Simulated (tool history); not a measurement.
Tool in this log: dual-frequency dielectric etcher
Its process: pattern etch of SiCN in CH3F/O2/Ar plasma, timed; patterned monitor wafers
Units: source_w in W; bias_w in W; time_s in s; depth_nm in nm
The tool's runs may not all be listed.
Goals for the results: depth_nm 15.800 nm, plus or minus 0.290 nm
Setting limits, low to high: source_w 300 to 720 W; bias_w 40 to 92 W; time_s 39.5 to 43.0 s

run,hour,source_w,bias_w,time_s,depth_nm
1,0.0,510,66,43.0,19.021
2,7.7,510,72,43.0,19.666
3,11.8,480,70,43.0,18.936
4,15.9,480,78,43.0,19.534
5,20.1,460,76,43.0,19.200
6,23.2,550,76,43.0,20.783
7,31.7,520,74,43.0,19.996
8,32.3,490,73,43.0,19.478

Which one of the following 4 next-run settings gets every result inside its allowed miss? There is exactly one.
A,32.9,370,72,40.0,?
B,32.9,440,65,42.5,?
C,32.9,430,77,42.0,?
D,32.9,450,80,40.0,?

move,depth_nm
A,15.870
B,17.697
C,18.276
D,17.997
A: hits every target within its allowed miss
B: better than the last run, though not everything is in spec
C: better than the last run, though not everything is in spec
D: better than the last run, though not everything is in spec
Answer: A
